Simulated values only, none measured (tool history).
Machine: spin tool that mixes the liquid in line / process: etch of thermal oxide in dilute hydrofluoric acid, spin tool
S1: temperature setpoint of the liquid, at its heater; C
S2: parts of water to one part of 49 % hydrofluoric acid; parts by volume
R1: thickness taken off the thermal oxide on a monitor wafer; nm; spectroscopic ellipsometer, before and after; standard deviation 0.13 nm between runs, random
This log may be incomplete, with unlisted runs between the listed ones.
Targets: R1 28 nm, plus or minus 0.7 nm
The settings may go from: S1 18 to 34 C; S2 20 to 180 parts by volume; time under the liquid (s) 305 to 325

run 1 hour=0 | S1=26 S2=100 time_under_the_liquid_(s)=305 | R1=17.952
run 2 hour=3.2 | S1=26 S2=100 time_under_the_liquid_(s)=325 | R1=19.062
run 3 hour=11.2 | S1=27.5 S2=100 time_under_the_liquid_(s)=325 | R1=20.302
run 4 hour=19.3 | S1=27.5 S2=70 time_under_the_liquid_(s)=325 | R1=30.104
run 5 hour=26.1 | S1=27 S2=70 time_under_the_liquid_(s)=325 | R1=29.48
run 6 hour=27 | S1=27 S2=70 time_under_the_liquid_(s)=325 | R1=29.633
run 7 hour=29.2 | S1=27 S2=70 time_under_the_liquid_(s)=325 | R1=29.283
-- hour=37.2 thermometer replaced
run 8 hour=37.2 | S1=25.5 S2=70 time_under_the_liquid_(s)=325 | R1=25.762
run 9 hour=42.5 | S1=26 S2=70 time_under_the_liquid_(s)=325 | R1=25.967

Which one of the following 4 next-run settings gets every result inside its allowed miss? There is exactly one.
run A hour=47.8 | S1=26 S2=75 time_under_the_liquid_(s)=305 | R1=?
run B hour=47.8 | S1=24 S2=60 time_under_the_liquid_(s)=315 | R1=?
run C hour=47.8 | S1=26 S2=80 time_under_the_liquid_(s)=325 | R1=?
run D hour=47.8 | S1=20 S2=60 time_under_the_liquid_(s)=325 | R1=?

move=A R1=22.867
move=B R1=27.784
move=C R1=22.691
move=D R1=24.281
A: further off than the last run
B: every result within its allowed miss
C: further off than the last run
D: further off than the last run
The move that meets every target is B.

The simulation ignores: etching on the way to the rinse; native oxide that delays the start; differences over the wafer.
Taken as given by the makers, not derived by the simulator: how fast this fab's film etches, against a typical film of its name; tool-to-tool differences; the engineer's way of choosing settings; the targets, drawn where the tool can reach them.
